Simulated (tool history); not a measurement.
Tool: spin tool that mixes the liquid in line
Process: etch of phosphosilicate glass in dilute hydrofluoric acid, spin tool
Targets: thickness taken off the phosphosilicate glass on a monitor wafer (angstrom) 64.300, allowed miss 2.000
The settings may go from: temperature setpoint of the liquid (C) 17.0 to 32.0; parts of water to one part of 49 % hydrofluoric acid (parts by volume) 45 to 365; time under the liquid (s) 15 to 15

| run | hour | temperature setpoint of the liquid (C) | parts of water to one part of 49 % hydrofluoric acid (parts by volume) | time under the liquid (s) | thickness taken off the phosphosilicate glass on a monitor wafer (angstrom) |
|---|---|---|---|---|---|
| 1 | 0.0 | 24.0 | 205 | 15 | 45.317 |
| 2 | 1.1 | 24.0 | 205 | 15 | 45.053 |
| 3 | 3.6 | 26.0 | 200 | 15 | 50.211 |
| 4 | 8.5 | 27.5 | 200 | 15 | 52.080 |
| 5 | 13.6 | 27.5 | 145 | 15 | 77.425 |
| 6 | 16.9 | 26.0 | 145 | 15 | 73.507 |
| 7 | 18.9 | 25.0 | 145 | 15 | 71.955 |
| 8 | 27.2 | 24.0 | 145 | 15 | 67.506 |
| 9 | 28.0 | 23.5 | 145 | 15 | 66.955 |

Which of these 5 next moves meets every target?
| A | 28.8 | 24.5 | 155 | 15 | ? |
| B | 28.8 | 20.0 | 120 | 15 | ? |
| C | 28.8 | 19.5 | 115 | 15 | ? |
| D | 28.8 | 21.0 | 120 | 15 | ? |
| E | 28.8 | 21.5 | 130 | 15 | ? |

| move | thickness taken off the phosphosilicate glass on a monitor wafer (angstrom) |
|---|---|
| A | 63.551 |
| B | 71.543 |
| C | 73.546 |
| D | 74.489 |
| E | 69.373 |
A: meets every target
B: further off than the last run
C: further off than the last run
D: further off than the last run
E: further off than the last run
Answer: A

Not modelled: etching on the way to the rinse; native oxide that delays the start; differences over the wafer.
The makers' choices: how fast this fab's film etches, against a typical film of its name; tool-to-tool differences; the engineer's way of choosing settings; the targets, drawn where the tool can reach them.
